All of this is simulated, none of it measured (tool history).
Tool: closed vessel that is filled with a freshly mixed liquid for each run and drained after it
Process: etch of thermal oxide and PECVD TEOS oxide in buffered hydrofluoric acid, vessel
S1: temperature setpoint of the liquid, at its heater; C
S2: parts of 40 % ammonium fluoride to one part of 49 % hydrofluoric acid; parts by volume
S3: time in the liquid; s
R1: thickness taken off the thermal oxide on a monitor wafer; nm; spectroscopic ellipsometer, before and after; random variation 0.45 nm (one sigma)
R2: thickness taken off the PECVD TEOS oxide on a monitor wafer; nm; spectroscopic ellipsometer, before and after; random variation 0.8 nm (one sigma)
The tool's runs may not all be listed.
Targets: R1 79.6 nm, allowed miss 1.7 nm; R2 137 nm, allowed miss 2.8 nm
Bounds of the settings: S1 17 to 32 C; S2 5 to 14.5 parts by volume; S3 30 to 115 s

run 1 hour=0 | S1=25 S2=9 S3=60 | R1=87.049 R2=151.09
run 2 hour=7.8 | S1=24.5 S2=9 S3=60 | R1=84.555 R2=145.59
run 3 hour=12 | S1=21.5 S2=9 S3=60 | R1=72.373 R2=124.92
run 4 hour=14.1 | S1=21.5 S2=9 S3=35 | R1=42.367 R2=72.366
run 5 hour=22.4 | S1=21.5 S2=9 S3=50 | R1=60.34 R2=102.74
run 6 hour=23.4 | S1=21.5 S2=9 S3=75 | R1=89.656 R2=154.73
run 7 hour=30.9 | S1=21.5 S2=9 S3=75 | R1=90.201 R2=154.48
run 8 hour=34.6 | S1=21 S2=9 S3=75 | R1=87.249 R2=152.15
run 9 hour=38.1 | S1=20 S2=9 S3=75 | R1=81.746 R2=143.41

Which of these 4 next moves meets every target?
run A hour=41.6 | S1=23 S2=10 S3=65 | R1=? R2=?
run B hour=41.6 | S1=20.5 S2=10 S3=80 | R1=? R2=?
run C hour=41.6 | S1=22 S2=9.5 S3=70 | R1=? R2=?
run D hour=41.6 | S1=20.5 S2=11 S3=85 | R1=? R2=?

move=A R1=80.228 R2=137.57
move=B R1=85.984 R2=147.44
move=C R1=84.457 R2=144.82
move=D R1=83.257 R2=142.77
A: meets every target
B: further off than the last run
C: further off than the last run
D: nearer than the last run, and not there yet
Answer: A
